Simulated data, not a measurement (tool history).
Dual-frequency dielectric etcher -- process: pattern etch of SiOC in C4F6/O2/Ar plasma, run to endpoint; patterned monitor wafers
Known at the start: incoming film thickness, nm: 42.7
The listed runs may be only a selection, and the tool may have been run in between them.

| run | day | bias power (kW) | source power (kW) | endpoint time (s) |
|---|---|---|---|---|
| 1 | 0.000 | 0.510 | 0.280 | 16.062 |
| 2 | 0.062 | 0.496 | 0.280 | 16.131 |
| 3 | 0.204 | 0.482 | 0.280 | 16.155 |
| 4 | 0.275 | 0.471 | 0.270 | 16.438 |
| 5 | 0.504 | 0.523 | 0.270 | 16.043 |
| 6 | 0.758 | 0.523 | 0.250 | 16.685 |
| 7 | 0.908 | 0.513 | 0.250 | 16.821 |
| 8 | 1.075 | 0.504 | 0.250 | 16.814 |
| 9 | 1.388 | 0.504 | 0.250 | 16.697 |
| 10 | 1.542 | 0.495 | 0.250 | 16.932 |
| 11 | 1.742 | 0.495 | 0.250 | 16.871 |
| 12 | 2.062 | 0.486 | 0.250 | 17.080 |

Run 13 comes next. What will it give?
| 13 | 2.279 | 0.478 | 0.250 | ? |

{"run 13": {"endpoint time (s)": 17.004}}
